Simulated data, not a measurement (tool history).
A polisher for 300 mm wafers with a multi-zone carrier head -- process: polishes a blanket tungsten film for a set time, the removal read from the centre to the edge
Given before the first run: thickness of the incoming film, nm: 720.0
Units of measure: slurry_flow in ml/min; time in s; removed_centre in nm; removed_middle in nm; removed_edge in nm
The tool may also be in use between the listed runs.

run,hour,slurry_flow,centre_zone,middle_zone,edge_zone,slurry_solids,time,removed_centre,removed_middle,removed_edge
1,0.0,140,1.00,1.00,1.00,1.00,39,208.61,207.04,202.80
2,2.3,140,1.00,1.00,1.09,1.00,39,204.70,209.11,214.41
3,5.0,140,0.96,1.00,1.09,1.00,39,200.08,210.14,222.72
4,13.5,140,0.96,1.00,1.09,0.80,39,191.85,200.08,207.12
5,15.2,140,0.96,1.05,1.09,0.80,39,191.74,205.97,207.74
6,22.3,130,0.95,1.01,1.09,0.75,37,176.20,186.77,199.20

The next listed run, before its measurement:
7,28.8,125,0.94,0.98,1.06,0.70,35,?,?,?

Run 7 produced removed_centre 162.64 nm, removed_middle 167.45 nm, removed_edge 177.76 nm.
